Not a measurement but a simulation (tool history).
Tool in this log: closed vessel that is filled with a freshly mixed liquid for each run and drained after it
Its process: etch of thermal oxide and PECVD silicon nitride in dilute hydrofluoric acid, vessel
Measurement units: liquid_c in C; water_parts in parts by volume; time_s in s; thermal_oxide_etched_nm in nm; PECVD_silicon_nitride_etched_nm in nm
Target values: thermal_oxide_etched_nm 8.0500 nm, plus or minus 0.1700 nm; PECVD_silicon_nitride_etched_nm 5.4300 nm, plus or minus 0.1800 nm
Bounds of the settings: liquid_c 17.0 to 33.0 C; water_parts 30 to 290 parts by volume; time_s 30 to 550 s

run,hour,liquid_c,water_parts,time_s,thermal_oxide_etched_nm,PECVD_silicon_nitride_etched_nm
1,0.0,25.0,160,280,6.9730,4.5732
2,3.1,25.0,185,280,5.8617,4.0036
3,4.0,25.0,230,280,4.5000,3.2333
4,12.7,25.0,220,275,4.6628,3.3751
5,16.7,25.5,210,270,4.9376,3.5526
6,25.5,25.5,200,270,5.2851,3.7671
7,32.5,25.5,195,270,5.4286,3.8004
8,36.4,25.5,190,270,5.5882,3.9230
9,39.4,25.5,190,270,5.5805,3.8094
10,41.7,26.0,185,270,5.9236,4.1049
11,48.6,26.5,180,265,6.0706,4.3309
12,53.7,26.5,175,265,6.2893,4.3213
13,55.6,27.0,170,265,6.6414,4.7121
14,57.9,27.0,165,265,6.8862,4.8169

Which one of the following 5 next-run settings gets every result inside its allowed miss? There is exactly one.
A,60.2,28.0,165,300,?,?
B,60.2,30.5,185,295,?,?
C,60.2,24.0,125,250,?,?
D,60.2,27.0,135,245,?,?
E,60.2,25.5,135,270,?,?

move,thermal_oxide_etched_nm,PECVD_silicon_nitride_etched_nm
A,8.0831,5.7276
B,7.5568,5.8400
C,8.0278,4.8824
D,8.0703,5.3742
E,8.4038,5.3831
A: meets the target for the result that was furthest off, but another lies outside its allowed miss
B: an improvement on the last run, though not all results are within tolerance
C: meets the target for the result that was furthest off, but another lies outside its allowed miss
D: each result inside its tolerance
E: carries the result that was furthest off beyond its target, to the other side
Go with D: it meets all targets.
